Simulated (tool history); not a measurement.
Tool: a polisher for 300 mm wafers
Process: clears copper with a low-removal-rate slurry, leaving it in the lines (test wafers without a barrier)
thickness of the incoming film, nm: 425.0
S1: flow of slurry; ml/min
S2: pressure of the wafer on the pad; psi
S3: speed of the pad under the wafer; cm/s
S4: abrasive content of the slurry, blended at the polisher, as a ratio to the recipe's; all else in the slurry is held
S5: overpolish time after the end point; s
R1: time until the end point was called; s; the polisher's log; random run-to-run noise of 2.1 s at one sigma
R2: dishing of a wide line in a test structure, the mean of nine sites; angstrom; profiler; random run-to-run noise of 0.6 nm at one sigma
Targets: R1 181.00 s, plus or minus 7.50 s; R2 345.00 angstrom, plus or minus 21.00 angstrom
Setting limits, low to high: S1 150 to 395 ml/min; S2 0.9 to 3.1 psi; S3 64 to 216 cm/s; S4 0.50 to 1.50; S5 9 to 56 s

| run | hour | S1 | S2 | S3 | S4 | S5 | R1 | R2 |
|---|---|---|---|---|---|---|---|---|
| 1 | 0.0 | 250 | 2.0 | 140 | 1.00 | 29 | 152.20 | 517.15 |
| 2 | 5.1 | 250 | 1.9 | 140 | 1.00 | 26 | 160.02 | 451.16 |
| 3 | 12.1 | 250 | 1.9 | 140 | 1.00 | 15 | 157.37 | 289.42 |
| 4 | 18.7 | 250 | 1.9 | 114 | 1.00 | 15 | 194.51 | 240.17 |
| 5 | 22.8 | 250 | 1.5 | 114 | 1.00 | 15 | 219.97 | 211.27 |
| 6 | 26.7 | 250 | 1.5 | 114 | 1.00 | 9 | 214.28 | 128.36 |
| 7 | 29.7 | 250 | 1.8 | 108 | 1.00 | 12 | 209.30 | 188.39 |
| 8 | 31.5 | 255 | 2.4 | 102 | 1.00 | 16 | 180.52 | 265.43 |
| 9 | 39.1 | 255 | 2.4 | 102 | 1.00 | 16 | 182.34 | 269.00 |
| 10 | 46.8 | 255 | 2.4 | 102 | 1.00 | 18 | 179.10 | 304.12 |
| 11 | 54.5 | 255 | 2.4 | 102 | 1.00 | 19 | 182.64 | 319.20 |

Exercise: of the 5 proposed moves below, exactly one satisfies all targets within the stated allowed misses. Which move is it?
| A | 62.2 | 295 | 2.3 | 110 | 0.85 | 16 | ? | ? |
| B | 62.2 | 240 | 2.4 | 98 | 1.00 | 16 | ? | ? |
| C | 62.2 | 225 | 2.9 | 98 | 0.70 | 21 | ? | ? |
| D | 62.2 | 330 | 2.3 | 92 | 1.00 | 21 | ? | ? |
| E | 62.2 | 265 | 2.6 | 90 | 1.00 | 18 | ? | ? |

| move | R1 | R2 |
|---|---|---|
| A | 179.01 | 278.55 |
| B | 192.03 | 261.73 |
| C | 181.01 | 353.87 |
| D | 201.78 | 319.05 |
| E | 194.09 | 288.95 |
A: further off than the last run
B: further off than the last run
C: in spec on every target
D: further off than the last run
E: further off than the last run
The move that meets every target is C.
